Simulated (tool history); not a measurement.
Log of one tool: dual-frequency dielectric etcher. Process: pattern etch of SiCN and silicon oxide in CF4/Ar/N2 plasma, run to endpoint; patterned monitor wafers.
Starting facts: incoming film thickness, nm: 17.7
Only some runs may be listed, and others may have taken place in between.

run  hour  source power (kW)  bias power (kW)  Ar flow (sccm)  CF4 flow (sccm)  endpoint time (s)
  1     0               0.52             0.08             133               68             18.471
  2   1.1               0.52             0.08             150               68             18.833
  3   7.4               0.49             0.08             150               68             19.863
  4  15.7               0.49             0.08             150               73             19.366
  5    20               0.46             0.08             150               73             20.331
  6  20.9               0.46             0.08             150               64             20.853
  7  24.5               0.44             0.08             150               64             21.664
  8    31               0.43             0.08             150               64             22.022
  9  31.7               0.42             0.08             150               64              22.68
 10    33               0.41             0.08             150               64             22.969

Run 11 is up next; what results do you expect?
 11  39.5               0.41             0.08             150               64                  ?

endpoint time (s): 23.03
